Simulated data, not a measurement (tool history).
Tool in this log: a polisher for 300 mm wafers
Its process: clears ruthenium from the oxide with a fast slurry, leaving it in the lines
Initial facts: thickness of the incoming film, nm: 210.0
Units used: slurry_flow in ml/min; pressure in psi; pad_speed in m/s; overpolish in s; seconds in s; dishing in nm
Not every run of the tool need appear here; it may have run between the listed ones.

run,day,slurry_flow,pressure,pad_speed,slurry_solids,overpolish,seconds,dishing
1,0,280,2.4,1.2,1,9,53.509,27.736
2,0.312,280,2.5,1.2,1,9,52.644,29.599
3,0.367,280,2.5,1.2,1.1,9,50.961,30.131
4,0.708,280,2.6,1.2,1.1,9,49.247,30.394
5,1.012,280,2.6,1.2,0.95,9,54.398,29.164
6,1.188,280,2.8,1.22,0.95,9,48.638,30.166
7,1.412,280,2.9,1.22,0.95,9,48.409,32.487
8,1.433,280,3,1.24,0.95,9,46.542,32.402
9,1.746,280,3.1,1.24,0.95,9,44.76,33.628

What will run 10 give?
10,2.042,280,3.2,1.24,0.95,9,?,?

Run 10 measured seconds 44.232 s, dishing 33.476 nm.
